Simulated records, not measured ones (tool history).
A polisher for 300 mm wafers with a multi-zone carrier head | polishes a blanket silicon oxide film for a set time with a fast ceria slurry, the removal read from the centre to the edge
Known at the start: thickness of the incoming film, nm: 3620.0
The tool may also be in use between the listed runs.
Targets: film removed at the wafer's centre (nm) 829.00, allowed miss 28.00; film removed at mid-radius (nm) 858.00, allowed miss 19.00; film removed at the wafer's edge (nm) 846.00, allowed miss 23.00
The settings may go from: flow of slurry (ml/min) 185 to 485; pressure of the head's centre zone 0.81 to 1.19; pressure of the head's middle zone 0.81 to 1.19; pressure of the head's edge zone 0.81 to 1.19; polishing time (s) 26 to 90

| run | hour | flow of slurry (ml/min) | pressure of the head's centre zone | pressure of the head's middle zone | pressure of the head's edge zone | polishing time (s) | film removed at the wafer's centre (nm) | film removed at mid-radius (nm) | film removed at the wafer's edge (nm) |
|---|---|---|---|---|---|---|---|---|---|
| 1 | 0.0 | 310 | 1.00 | 1.00 | 1.00 | 58 | 1208.40 | 1170.30 | 1213.10 |
| 2 | 3.0 | 310 | 0.98 | 0.99 | 0.97 | 55 | 1129.00 | 1097.70 | 1125.90 |
| 3 | 11.4 | 310 | 0.98 | 0.99 | 0.94 | 55 | 1134.40 | 1098.30 | 1105.70 |
| 4 | 16.3 | 255 | 0.98 | 0.99 | 0.94 | 55 | 1118.50 | 1080.10 | 1096.90 |
| 5 | 23.5 | 260 | 0.96 | 0.98 | 0.92 | 53 | 1058.50 | 1028.90 | 1063.40 |
| 6 | 31.4 | 260 | 0.96 | 0.98 | 0.84 | 53 | 1037.00 | 1049.40 | 1008.90 |
| 7 | 33.9 | 270 | 0.95 | 0.97 | 0.84 | 51 | 1006.20 | 997.22 | 994.48 |
| 8 | 40.4 | 265 | 0.94 | 0.97 | 0.83 | 49 | 954.06 | 951.33 | 943.99 |
| 9 | 48.2 | 265 | 0.93 | 0.97 | 0.83 | 48 | 930.28 | 930.25 | 918.74 |
| 10 | 55.6 | 250 | 0.88 | 0.96 | 0.81 | 44 | 794.41 | 841.53 | 842.46 |

4 next moves are on the table. One of them brings every result within its allowed miss. Which?
| A | 63.0 | 270 | 0.91 | 0.97 | 0.83 | 44 | ? | ? | ? |
| B | 63.0 | 250 | 0.87 | 1.01 | 0.85 | 43 | ? | ? | ? |
| C | 63.0 | 185 | 0.85 | 0.93 | 0.81 | 45 | ? | ? | ? |
| D | 63.0 | 215 | 0.85 | 0.90 | 0.82 | 44 | ? | ? | ? |

| move | film removed at the wafer's centre (nm) | film removed at mid-radius (nm) | film removed at the wafer's edge (nm) |
|---|---|---|---|
| A | 828.18 | 868.89 | 845.93 |
| B | 768.37 | 873.29 | 828.88 |
| C | 762.17 | 830.55 | 837.98 |
| D | 756.51 | 801.07 | 831.35 |
A: meets every target
B: further off than the last run
C: further off than the last run
D: further off than the last run
The right move is A.
